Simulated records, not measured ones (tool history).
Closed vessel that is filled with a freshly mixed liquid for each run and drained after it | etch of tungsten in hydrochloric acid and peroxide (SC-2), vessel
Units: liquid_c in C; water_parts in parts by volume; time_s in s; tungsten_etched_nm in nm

{"run": 1, "day": 0.0, "liquid_c": 64, "water_parts": 7.5, "time_s": 95, "tungsten_etched_nm": 68.329}
{"run": 2, "day": 0.225, "liquid_c": 59.5, "water_parts": 7.5, "time_s": 95, "tungsten_etched_nm": 52.005}
{"run": 3, "day": 0.462, "liquid_c": 59, "water_parts": 7.5, "time_s": 95, "tungsten_etched_nm": 50.027}
{"run": 4, "day": 0.554, "liquid_c": 58.5, "water_parts": 7.5, "time_s": 95, "tungsten_etched_nm": 48.06}
{"run": 5, "day": 0.762, "liquid_c": 54.5, "water_parts": 7.5, "time_s": 95, "tungsten_etched_nm": 37.752}
{"run": 6, "day": 0.992, "liquid_c": 55, "water_parts": 7.5, "time_s": 95, "tungsten_etched_nm": 38.591}
{"run": 7, "day": 1.35, "liquid_c": 55.5, "water_parts": 7.5, "time_s": 95, "tungsten_etched_nm": 40.151}
{"run": 8, "day": 1.471, "liquid_c": 56, "water_parts": 7.5, "time_s": 95, "tungsten_etched_nm": 41.444}

Forecast run 9:
{"run": 9, "day": 1.504, "liquid_c": 56.5, "water_parts": 7.5, "time_s": 95, "tungsten_etched_nm": "?"}

{"run 9": {"tungsten_etched_nm": 42.077}}
